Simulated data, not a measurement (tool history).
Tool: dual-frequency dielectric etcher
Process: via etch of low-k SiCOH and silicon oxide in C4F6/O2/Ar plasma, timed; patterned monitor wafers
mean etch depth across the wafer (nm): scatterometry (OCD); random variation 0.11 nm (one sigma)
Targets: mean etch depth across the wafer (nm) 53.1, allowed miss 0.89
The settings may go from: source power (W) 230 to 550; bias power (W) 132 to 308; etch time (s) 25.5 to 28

run,hour,source power (W),bias power (W),etch time (s),mean etch depth across the wafer (nm)
1,0,390,220,28,67.697
2,0.7,360,207,28,64.636
3,2.5,340,196,28,61.58
4,6.9,320,192,28,60.122
5,9.6,320,192,28,60.165
6,11,300,187,28,58.271
7,18.3,290,184,28,57.222
8,27.2,280,182,28,56.234

5 next moves are on the table. One of them brings every result within its allowed miss. Which?
A,36.1,280,172,28,?
B,36.1,300,161,27,?
C,36.1,260,195,25.5,?
D,36.1,250,210,27,?
E,36.1,260,184,26,?

move,mean etch depth across the wafer (nm)
A,54.883
B,52.827
C,51.194
D,55.085
E,51.021
A: nearer than the last run, and not there yet
B: meets every target
C: takes the result that was furthest off past its target
D: nearer than the last run, and not there yet
E: takes the result that was furthest off past its target
Answer: B
